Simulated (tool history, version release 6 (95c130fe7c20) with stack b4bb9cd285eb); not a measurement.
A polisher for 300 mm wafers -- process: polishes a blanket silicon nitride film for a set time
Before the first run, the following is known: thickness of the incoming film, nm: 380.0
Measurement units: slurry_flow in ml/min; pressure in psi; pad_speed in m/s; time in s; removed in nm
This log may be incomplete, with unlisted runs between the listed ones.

Run 1, hour 0: slurry_flow 225 ml/min, pressure 2.8 psi, pad_speed 1.34 m/s, time 55 s. Result: removed 81.76 nm.
Run 2, hour 8.2: slurry_flow 225 ml/min, pressure 2.4 psi, pad_speed 1.28 m/s, time 55 s. Result: removed 70.128 nm.
Run 3, hour 11.9: slurry_flow 225 ml/min, pressure 2.4 psi, pad_speed 1.28 m/s, time 55 s. Result: removed 72.049 nm.
Run 4, hour 18.7: slurry_flow 220 ml/min, pressure 2.1 psi, pad_speed 1.16 m/s, time 55 s. Result: removed 57.567 nm.
Run 5, hour 24.2: slurry_flow 215 ml/min, pressure 1.9 psi, pad_speed 1.16 m/s, time 55 s. Result: removed 53.005 nm.
Run 6, hour 28.2: slurry_flow 210 ml/min, pressure 1.7 psi, pad_speed 1.16 m/s, time 55 s. Result: removed 48.343 nm.

What does the tool deliver on the next run?
Run 7, hour 32.8: slurry_flow 205 ml/min, pressure 1.6 psi, pad_speed 1.16 m/s, time 55 s. Result: removed ?.

Run 7 came out at removed 45.318 nm.

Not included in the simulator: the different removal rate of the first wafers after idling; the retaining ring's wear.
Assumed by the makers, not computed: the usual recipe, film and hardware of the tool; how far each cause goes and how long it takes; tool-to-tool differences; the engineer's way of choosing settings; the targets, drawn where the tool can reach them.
